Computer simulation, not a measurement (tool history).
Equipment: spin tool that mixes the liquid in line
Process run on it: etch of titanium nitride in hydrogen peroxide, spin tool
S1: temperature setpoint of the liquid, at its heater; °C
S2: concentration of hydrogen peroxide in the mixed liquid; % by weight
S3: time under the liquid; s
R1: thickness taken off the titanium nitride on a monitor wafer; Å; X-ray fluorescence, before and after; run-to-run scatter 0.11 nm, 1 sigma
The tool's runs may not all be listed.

| run | hour | S1 | S2 | S3 | R1 |
|---|---|---|---|---|---|
| 1 | 0.0 | 44.0 | 25.5 | 305 | 71.500 |
| 2 | 2.8 | 46.0 | 25.5 | 305 | 83.362 |
| 3 | 11.7 | 46.0 | 25.5 | 305 | 82.816 |
| 4 | 13.9 | 39.5 | 25.5 | 305 | 50.952 |
| 5 | 19.2 | 43.0 | 25.5 | 305 | 66.165 |
| 6 | 27.9 | 45.5 | 25.5 | 305 | 78.542 |
| 7 | 35.5 | 47.0 | 25.5 | 305 | 89.667 |
| 8 | 41.4 | 48.0 | 25.5 | 305 | 96.798 |
| 9 | 50.4 | 49.0 | 25.5 | 305 | 104.930 |

Run 10 is up next; what results do you expect?
| 10 | 54.9 | 49.5 | 25.5 | 305 | ? |

Run 10 produced R1 110.000 Å.
